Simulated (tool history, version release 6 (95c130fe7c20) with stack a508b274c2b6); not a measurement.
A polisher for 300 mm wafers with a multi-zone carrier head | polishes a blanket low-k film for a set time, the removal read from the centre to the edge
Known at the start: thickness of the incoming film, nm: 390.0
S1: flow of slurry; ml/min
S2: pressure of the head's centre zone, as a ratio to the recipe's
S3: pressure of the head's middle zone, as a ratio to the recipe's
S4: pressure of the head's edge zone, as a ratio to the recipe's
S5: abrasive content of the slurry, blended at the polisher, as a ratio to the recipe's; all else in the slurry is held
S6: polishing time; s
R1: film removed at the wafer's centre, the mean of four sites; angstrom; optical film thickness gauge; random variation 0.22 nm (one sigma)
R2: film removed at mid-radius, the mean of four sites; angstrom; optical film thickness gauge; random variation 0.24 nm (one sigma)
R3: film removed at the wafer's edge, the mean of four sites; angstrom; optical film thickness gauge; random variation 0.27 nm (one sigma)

Run 1, hour 0.0: S1 270 ml/min, S2 1.00, S3 1.00, S4 1.00, S5 1.00, S6 55 s. Result: R1 230.47 angstrom, R2 233.43 angstrom, R3 216.63 angstrom.
Run 2, hour 4.6: S1 270 ml/min, S2 0.92, S3 1.00, S4 1.00, S5 1.00, S6 55 s. Result: R1 219.75 angstrom, R2 230.80 angstrom, R3 229.54 angstrom.
Run 3, hour 8.6: S1 270 ml/min, S2 0.87, S3 1.00, S4 1.00, S5 1.00, S6 55 s. Result: R1 206.09 angstrom, R2 232.61 angstrom, R3 216.36 angstrom.
Run 4, hour 14.4: S1 265 ml/min, S2 0.86, S3 0.97, S4 1.01, S5 0.95, S6 55 s. Result: R1 203.62 angstrom, R2 220.01 angstrom, R3 214.67 angstrom.
At hour 21.3: edge zone pressure recalibrated.
Run 5, hour 21.3: S1 260 ml/min, S2 0.85, S3 0.95, S4 1.04, S5 0.90, S6 54 s. Result: R1 195.34 angstrom, R2 205.25 angstrom, R3 222.13 angstrom.
Run 6, hour 30.0: S1 260 ml/min, S2 0.85, S3 0.94, S4 1.02, S5 0.85, S6 54 s. Result: R1 190.04 angstrom, R2 200.85 angstrom, R3 217.43 angstrom.

Forecast run 7:
Run 7, hour 32.7: S1 260 ml/min, S2 0.85, S3 0.94, S4 1.02, S5 0.85, S6 54 s. Result: R1 ?, R2 ?, R3 ?.

R1: 189.73 angstrom
R2: 207.89 angstrom
R3: 213.94 angstrom
